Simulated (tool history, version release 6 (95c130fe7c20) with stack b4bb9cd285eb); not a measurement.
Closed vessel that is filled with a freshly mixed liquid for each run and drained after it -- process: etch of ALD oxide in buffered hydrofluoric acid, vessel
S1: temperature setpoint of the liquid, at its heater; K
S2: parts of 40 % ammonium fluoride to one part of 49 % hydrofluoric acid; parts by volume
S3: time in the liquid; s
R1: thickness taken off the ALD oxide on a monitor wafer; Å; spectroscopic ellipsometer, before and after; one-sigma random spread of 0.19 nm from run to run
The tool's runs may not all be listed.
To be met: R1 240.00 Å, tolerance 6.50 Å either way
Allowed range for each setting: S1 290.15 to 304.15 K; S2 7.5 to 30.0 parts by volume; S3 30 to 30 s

run 1 day=0.000 | S1=296.15 S2=20.5 S3=30 | R1=305.70
run 2 day=0.288 | S1=295.15 S2=20.5 S3=30 | R1=290.00
run 3 day=0.475 | S1=295.15 S2=18.0 S3=30 | R1=323.93
run 4 day=0.604 | S1=295.15 S2=12.5 S3=30 | R1=467.65
run 5 day=0.725 | S1=294.15 S2=14.0 S3=30 | R1=393.37
-- day=1.017 thermometer replaced
run 6 day=1.017 | S1=293.15 S2=15.0 S3=30 | R1=303.68
run 7 day=1.300 | S1=290.65 S2=15.0 S3=30 | R1=264.60
run 8 day=1.483 | S1=290.15 S2=15.5 S3=30 | R1=249.66

4 candidate next runs follow, results not yet known. Just one meets every target within its allowed miss. Identify it.
run A day=1.667 | S1=290.15 S2=15.0 S3=30 | R1=?
run B day=1.667 | S1=290.65 S2=15.5 S3=30 | R1=?
run C day=1.667 | S1=292.15 S2=18.0 S3=30 | R1=?
run D day=1.667 | S1=292.65 S2=17.5 S3=30 | R1=?

move=A R1=259.63
move=B R1=258.66
move=C R1=243.03
move=D R1=257.03
A: lands further from the targets than the last run did
B: lands further from the targets than the last run did
C: all results land within tolerance of their targets
D: lands further from the targets than the last run did
C is the move that brings every result within its allowed miss.
